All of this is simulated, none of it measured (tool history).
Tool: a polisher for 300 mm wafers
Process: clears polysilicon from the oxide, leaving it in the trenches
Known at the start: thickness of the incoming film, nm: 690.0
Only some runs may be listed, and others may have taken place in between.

run	hour	flow of slurry (ml/min)	pressure of the wafer on the pad (kPa)	speed of the pad under the wafer (cm/s)	overpolish time after the end point (s)	time until the end point was called (s)	dishing of a wide line in a test structure (nm)
1	0	205	17.9	84	26	52.674	84.953
2	4.6	205	17.9	84	37	54.519	84.331
3	9.1	205	17.9	84	43	53.723	88.973
4	14.4	205	15.9	84	43	59.571	86.249
5	22.7	205	15.2	84	38	61.915	84.752
6	29.7	205	19.3	84	38	50.165	83.488
7	33.7	205	19.3	80	34	53.983	84.206
8	34.2	205	19.3	78	30	53.942	85.124
9	35.2	195	18.6	78	27	56.942	84.222
10	39.2	190	18.6	78	24	57.752	81.322
11	45.3	180	18.6	78	23	56.954	85.079
12	51.9	200	17.9	78	21	58.025	82.174

Run 13, settings as shown, results not yet in. Your forecast:
13	59.3	215	17.2	78	19	?	?

Logged for run 13: time until the end point was called (s) 58.441, dishing of a wide line in a test structure (nm) 78.8.
